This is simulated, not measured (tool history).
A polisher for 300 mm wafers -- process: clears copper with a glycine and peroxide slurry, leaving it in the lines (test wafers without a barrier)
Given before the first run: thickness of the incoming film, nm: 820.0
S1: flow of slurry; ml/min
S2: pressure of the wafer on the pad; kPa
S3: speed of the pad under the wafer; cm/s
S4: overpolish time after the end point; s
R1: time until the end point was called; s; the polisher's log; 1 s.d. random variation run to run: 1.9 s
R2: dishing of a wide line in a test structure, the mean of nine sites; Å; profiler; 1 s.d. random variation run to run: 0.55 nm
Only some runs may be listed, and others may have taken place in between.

run  hour   S1    S2   S3  S4      R1      R2
  1     0  135  23.4  128  28  101.64  1184.7
  2   6.4  120  19.3  140  22   108.4  939.69
  3   9.9  120  19.3  140  31  107.75  1141.9
  4  15.6  110  16.5  148  24  114.38   936.6
  5  18.2  100  14.5  154  19  121.28  769.32
  6  23.9   95  13.1  162  16  125.57  668.38
  7    30   95  12.4  170  14     125  597.68
  8  38.3   95  11.7  176  13  119.61  561.21
  9  42.5   95    11  182  11  122.52  495.06
 10  47.7   95  11.7  182  11  122.75     500

For run 11, what comes out?
 11  48.5  95  11.7  182  11   ?   ?

{"run 11": {"R1": 120.35, "R2": 495.98}}
